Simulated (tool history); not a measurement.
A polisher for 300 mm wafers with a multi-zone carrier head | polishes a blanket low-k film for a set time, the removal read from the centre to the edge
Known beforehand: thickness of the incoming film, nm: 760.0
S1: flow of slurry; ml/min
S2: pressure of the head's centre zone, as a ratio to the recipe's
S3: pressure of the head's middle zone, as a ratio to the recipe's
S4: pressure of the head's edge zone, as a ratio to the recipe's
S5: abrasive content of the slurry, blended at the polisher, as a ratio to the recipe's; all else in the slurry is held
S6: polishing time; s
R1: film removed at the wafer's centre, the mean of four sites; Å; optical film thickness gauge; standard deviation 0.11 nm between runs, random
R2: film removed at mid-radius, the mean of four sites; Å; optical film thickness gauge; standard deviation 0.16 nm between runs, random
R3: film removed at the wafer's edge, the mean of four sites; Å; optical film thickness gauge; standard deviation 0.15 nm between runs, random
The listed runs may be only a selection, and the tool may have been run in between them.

run	hour	S1	S2	S3	S4	S5	S6	R1	R2	R3
1	0.0	135	1.00	1.00	1.00	1.00	51	187.10	190.02	189.72
2	1.9	135	1.00	1.00	1.00	1.20	51	206.69	209.38	202.57
3	5.8	135	1.00	1.00	1.00	1.20	38	150.34	155.71	154.31
4	12.1	135	1.05	1.00	1.00	1.20	38	158.99	157.79	152.72
5	20.3	135	1.05	1.00	1.00	1.20	28	118.23	114.10	112.80
6	23.9	140	1.04	1.00	1.03	1.25	28	119.60	117.82	117.69

Run 7 is up next; what results do you expect?
7	24.6	135	1.02	0.99	1.02	1.30	29	?	?	?

R1: 123.42 Å
R2: 121.84 Å
R3: 120.58 Å
